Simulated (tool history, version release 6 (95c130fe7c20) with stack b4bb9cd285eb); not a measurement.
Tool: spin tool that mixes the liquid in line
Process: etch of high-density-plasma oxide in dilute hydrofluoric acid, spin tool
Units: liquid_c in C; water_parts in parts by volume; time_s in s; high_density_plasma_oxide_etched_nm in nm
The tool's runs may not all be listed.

run,hour,liquid_c,water_parts,time_s,high_density_plasma_oxide_etched_nm
1,0.0,24,185,275,7.1060
2,3.0,24,185,295,7.5822
3,5.4,24,185,295,7.6034
4,9.3,25,180,295,8.1849
5,15.1,25,180,275,7.6246
6,16.3,25,180,295,8.1490

The next listed run, before its measurement:
7,16.9,26,175,295,?

high_density_plasma_oxide_etched_nm: 8.7165 nm
